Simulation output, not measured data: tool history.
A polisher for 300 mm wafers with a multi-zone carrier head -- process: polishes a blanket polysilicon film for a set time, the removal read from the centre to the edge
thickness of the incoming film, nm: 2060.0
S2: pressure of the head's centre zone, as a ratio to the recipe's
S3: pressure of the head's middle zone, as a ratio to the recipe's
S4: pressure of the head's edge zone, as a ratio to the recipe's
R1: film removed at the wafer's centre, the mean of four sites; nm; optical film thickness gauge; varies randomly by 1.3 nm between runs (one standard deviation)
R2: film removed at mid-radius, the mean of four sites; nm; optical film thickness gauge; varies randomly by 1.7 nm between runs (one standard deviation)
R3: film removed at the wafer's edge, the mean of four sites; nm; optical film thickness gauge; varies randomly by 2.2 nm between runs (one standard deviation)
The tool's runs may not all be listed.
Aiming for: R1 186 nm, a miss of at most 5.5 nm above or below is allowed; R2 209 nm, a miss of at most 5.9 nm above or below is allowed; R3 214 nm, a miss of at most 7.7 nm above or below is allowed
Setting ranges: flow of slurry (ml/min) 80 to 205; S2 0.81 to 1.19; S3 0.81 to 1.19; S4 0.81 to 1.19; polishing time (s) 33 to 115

Run 1, hour 0: flow of slurry (ml/min) 135, S2 1, S3 1, S4 1, polishing time (s) 73. Result: R1 375.99 nm, R2 387.57 nm, R3 386.17 nm.
Run 2, hour 6.8: flow of slurry (ml/min) 135, S2 1, S3 1.08, S4 1, polishing time (s) 73. Result: R1 376.12 nm, R2 404.89 nm, R3 385.21 nm.
Run 3, hour 8.3: flow of slurry (ml/min) 160, S2 1, S3 1.08, S4 1, polishing time (s) 73. Result: R1 391.03 nm, R2 419.82 nm, R3 391.7 nm.
Run 4, hour 13.3: flow of slurry (ml/min) 160, S2 1.07, S3 1.08, S4 1, polishing time (s) 73. Result: R1 418.15 nm, R2 415.84 nm, R3 386.46 nm.
Run 5, hour 14.2: flow of slurry (ml/min) 150, S2 1.03, S3 1.05, S4 0.98, polishing time (s) 64. Result: R1 348.38 nm, R2 357.79 nm, R3 336.75 nm.
Run 6, hour 21.4: flow of slurry (ml/min) 140, S2 1, S3 1.01, S4 0.96, polishing time (s) 57. Result: R1 295.59 nm, R2 298.63 nm, R3 292.19 nm.
Run 7, hour 28.2: flow of slurry (ml/min) 130, S2 0.96, S3 0.99, S4 0.93, polishing time (s) 54. Result: R1 265.12 nm, R2 275.66 nm, R3 273.86 nm.
Run 8, hour 31.1: flow of slurry (ml/min) 125, S2 0.93, S3 0.98, S4 0.91, polishing time (s) 51. Result: R1 241.32 nm, R2 257.37 nm, R3 255.23 nm.
Run 9, hour 38.6: flow of slurry (ml/min) 120, S2 0.91, S3 0.97, S4 0.89, polishing time (s) 50. Result: R1 232.58 nm, R2 245.61 nm, R3 247.54 nm.
Run 10, hour 41.9: flow of slurry (ml/min) 115, S2 0.89, S3 0.97, S4 0.87, polishing time (s) 49. Result: R1 221.57 nm, R2 245.85 nm, R3 237.1 nm.
Run 11, hour 47: flow of slurry (ml/min) 110, S2 0.87, S3 0.95, S4 0.86, polishing time (s) 48. Result: R1 208.78 nm, R2 226.71 nm, R3 224.77 nm.
Run 12, hour 50.9: flow of slurry (ml/min) 105, S2 0.86, S3 0.95, S4 0.86, polishing time (s) 48. Result: R1 202.43 nm, R2 226.24 nm, R3 228.41 nm.
Run 13, hour 58.8: flow of slurry (ml/min) 100, S2 0.85, S3 0.94, S4 0.85, polishing time (s) 48. Result: R1 197.27 nm, R2 219.17 nm, R3 226.76 nm.
Run 14, hour 62.4: flow of slurry (ml/min) 100, S2 0.85, S3 0.94, S4 0.84, polishing time (s) 48. Result: R1 197.5 nm, R2 220.96 nm, R3 221.97 nm.
Run 15, hour 71: flow of slurry (ml/min) 95, S2 0.85, S3 0.94, S4 0.84, polishing time (s) 48. Result: R1 193.26 nm, R2 220.25 nm, R3 222.17 nm.
Run 16, hour 75.3: flow of slurry (ml/min) 95, S2 0.85, S3 0.93, S4 0.83, polishing time (s) 48. Result: R1 192.46 nm, R2 216.23 nm, R3 223.81 nm.

Which one of the following 4 next-run settings gets every result inside its allowed miss? There is exactly one.
Run A, hour 79.6: flow of slurry (ml/min) 90, S2 0.85, S3 0.94, S4 0.81, polishing time (s) 47. Result: R1 ?, R2 ?, R3 ?.
Run B, hour 79.6: flow of slurry (ml/min) 140, S2 0.92, S3 0.9, S4 0.85, polishing time (s) 42. Result: R1 ?, R2 ?, R3 ?.
Run C, hour 79.6: flow of slurry (ml/min) 80, S2 0.81, S3 0.92, S4 0.93, polishing time (s) 53. Result: R1 ?, R2 ?, R3 ?.
Run D, hour 79.6: flow of slurry (ml/min) 100, S2 0.84, S3 0.85, S4 0.83, polishing time (s) 46. Result: R1 ?, R2 ?, R3 ?.

move      R1      R2      R3
   A   186.3  211.95  217.19
   B  206.08  208.85  215.44
   C  190.95  224.56  249.11
   D  188.41  200.86  219.84
A: every result lands within tolerance
B: the furthest-off result lands on target, but another misses its tolerance
C: further off than the last run
D: the furthest-off result lands on target, but another misses its tolerance
A meets every target.
